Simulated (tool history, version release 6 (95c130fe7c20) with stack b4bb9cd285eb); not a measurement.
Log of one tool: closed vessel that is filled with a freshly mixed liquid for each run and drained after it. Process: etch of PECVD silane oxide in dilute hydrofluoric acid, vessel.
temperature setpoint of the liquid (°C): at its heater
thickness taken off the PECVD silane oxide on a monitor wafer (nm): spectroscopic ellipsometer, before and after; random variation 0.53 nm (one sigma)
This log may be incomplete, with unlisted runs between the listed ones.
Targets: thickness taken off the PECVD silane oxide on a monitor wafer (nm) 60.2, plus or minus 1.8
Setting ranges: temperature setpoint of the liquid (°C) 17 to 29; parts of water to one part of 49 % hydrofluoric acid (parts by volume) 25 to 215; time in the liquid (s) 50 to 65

run  hour  temperature setpoint of the liquid (°C)  parts of water to one part of 49 % hydrofluoric acid (parts by volume)  time in the liquid (s)  thickness taken off the PECVD silane oxide on a monitor wafer (nm)
  1     0                                       21                                                                     120                      65                                                              22.126
  2   5.2                                     22.5                                                                     120                      65                                                              23.374
  3   9.2                                     22.5                                                                     120                      50                                                              17.968
  4   9.9                                     23.5                                                                     105                      50                                                              22.081
  5  16.4                                     23.5                                                                      75                      50                                                              31.433
  6  20.7                                     23.5                                                                      75                      65                                                              41.058
  7  25.2                                       24                                                                      70                      65                                                              45.754
  8  29.5                                     24.5                                                                      70                      65                                                              46.338
  9  36.6                                       25                                                                      70                      65                                                              46.944
 10  44.6                                     25.5                                                                      70                      65                                                              48.095
 11  51.1                                       26                                                                      70                      65                                                              49.049
 12  55.2                                       29                                                                      60                      65                                                              65.987
 13  57.8                                       28                                                                      60                      65                                                              63.805

Which single option among these 5 for the next run brings every result within its allowed miss of target? Just one does.
  A  60.4                                       29                                                                      60                      65                                                                   ?
  B  60.4                                     28.5                                                                      60                      65                                                                   ?
  C  60.4                                     27.5                                                                      55                      65                                                                   ?
  D  60.4                                       29                                                                      65                      65                                                                   ?
  E  60.4                                     26.5                                                                      55                      65                                                                   ?

move  thickness taken off the PECVD silane oxide on a monitor wafer (nm)
   A                                                              65.144
   B                                                              63.877
   C                                                              67.465
   D                                                              59.692
   E                                                              64.818
A: misses by more than the last run did
B: no nearer and no further than the last run
C: misses by more than the last run did
D: all results land within tolerance of their targets
E: misses by more than the last run did
So the answer is move D, the one that meets all the targets.
